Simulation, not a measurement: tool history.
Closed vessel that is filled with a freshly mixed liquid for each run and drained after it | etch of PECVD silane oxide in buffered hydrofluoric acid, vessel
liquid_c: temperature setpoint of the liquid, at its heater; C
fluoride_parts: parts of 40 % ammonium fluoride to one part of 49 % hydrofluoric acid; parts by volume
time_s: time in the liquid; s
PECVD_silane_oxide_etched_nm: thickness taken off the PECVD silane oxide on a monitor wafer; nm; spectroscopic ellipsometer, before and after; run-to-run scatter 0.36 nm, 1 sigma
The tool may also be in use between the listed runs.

run	hour	liquid_c	fluoride_parts	time_s	PECVD_silane_oxide_etched_nm
1	0.0	23.0	14.0	30	56.936
2	8.7	23.0	14.0	30	57.216
3	10.5	26.0	14.0	30	66.936
4	19.4	23.5	14.0	30	58.239
5	25.5	23.5	10.5	30	79.163
6	32.8	23.5	8.5	30	92.587
7	36.5	19.5	13.0	30	50.991
8	44.0	19.5	13.0	30	49.879
9	52.0	18.5	13.0	30	47.933
10	53.2	18.0	13.5	30	44.612

Predict the results of run 11:
11	59.7	18.0	13.5	30	?

PECVD_silane_oxide_etched_nm: 44.689 nm
